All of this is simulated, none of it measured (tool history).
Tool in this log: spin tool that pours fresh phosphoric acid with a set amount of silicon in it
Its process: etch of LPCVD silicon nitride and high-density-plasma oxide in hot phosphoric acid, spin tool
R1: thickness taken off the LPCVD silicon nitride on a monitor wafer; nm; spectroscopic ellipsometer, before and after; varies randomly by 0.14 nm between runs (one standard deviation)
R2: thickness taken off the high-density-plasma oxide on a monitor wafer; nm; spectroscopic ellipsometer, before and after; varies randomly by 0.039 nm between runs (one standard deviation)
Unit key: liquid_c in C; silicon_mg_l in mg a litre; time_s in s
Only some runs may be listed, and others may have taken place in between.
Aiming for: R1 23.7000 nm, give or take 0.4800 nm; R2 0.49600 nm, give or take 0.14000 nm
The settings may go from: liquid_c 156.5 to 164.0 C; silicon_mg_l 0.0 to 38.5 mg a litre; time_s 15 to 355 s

Run 1, day 0.000: liquid_c 159.0 C, silicon_mg_l 17.0 mg a litre, time_s 180 s. Result: R1 16.6500 nm, R2 0.47682 nm.
Run 2, day 0.125: liquid_c 159.5 C, silicon_mg_l 19.5 mg a litre, time_s 185 s. Result: R1 17.3160 nm, R2 0.42574 nm.
Run 3, day 0.338: liquid_c 159.5 C, silicon_mg_l 14.0 mg a litre, time_s 185 s. Result: R1 17.2310 nm, R2 0.49942 nm.
Run 4, day 0.362: liquid_c 159.5 C, silicon_mg_l 14.0 mg a litre, time_s 115 s. Result: R1 10.8010 nm, R2 0.32093 nm.
Run 5, day 0.629: liquid_c 159.5 C, silicon_mg_l 14.0 mg a litre, time_s 85 s. Result: R1 8.0427 nm, R2 0.22855 nm.
Run 6, day 0.817: liquid_c 159.5 C, silicon_mg_l 5.0 mg a litre, time_s 85 s. Result: R1 7.9570 nm, R2 0.32174 nm.
Run 7, day 0.842: liquid_c 160.0 C, silicon_mg_l 8.5 mg a litre, time_s 105 s. Result: R1 10.0410 nm, R2 0.35518 nm.
Run 8, day 1.117: liquid_c 160.5 C, silicon_mg_l 11.0 mg a litre, time_s 115 s. Result: R1 11.1970 nm, R2 0.37530 nm.
Run 9, day 1.371: liquid_c 163.0 C, silicon_mg_l 22.0 mg a litre, time_s 205 s. Result: R1 21.7080 nm, R2 0.53546 nm.
Run 10, day 1.429: liquid_c 163.0 C, silicon_mg_l 23.0 mg a litre, time_s 205 s. Result: R1 21.6970 nm, R2 0.58328 nm.

Which one of the following 4 next-run settings gets every result inside its allowed miss? There is exactly one.
Run A, day 1.488: liquid_c 163.0 C, silicon_mg_l 20.0 mg a litre, time_s 210 s. Result: R1 ?, R2 ?.
Run B, day 1.488: liquid_c 163.5 C, silicon_mg_l 28.0 mg a litre, time_s 180 s. Result: R1 ?, R2 ?.
Run C, day 1.488: liquid_c 163.0 C, silicon_mg_l 28.0 mg a litre, time_s 225 s. Result: R1 ?, R2 ?.
Run D, day 1.488: liquid_c 163.0 C, silicon_mg_l 29.0 mg a litre, time_s 180 s. Result: R1 ?, R2 ?.

move       R1       R2
   A  22.0160  0.61852
   B  19.1860  0.42418
   C  23.5890  0.51122
   D  18.8710  0.39383
A: nearer than the last run, and not there yet
B: moves away from the targets compared with the last run
C: every result within its allowed miss
D: moves away from the targets compared with the last run
Move C is the one to make.

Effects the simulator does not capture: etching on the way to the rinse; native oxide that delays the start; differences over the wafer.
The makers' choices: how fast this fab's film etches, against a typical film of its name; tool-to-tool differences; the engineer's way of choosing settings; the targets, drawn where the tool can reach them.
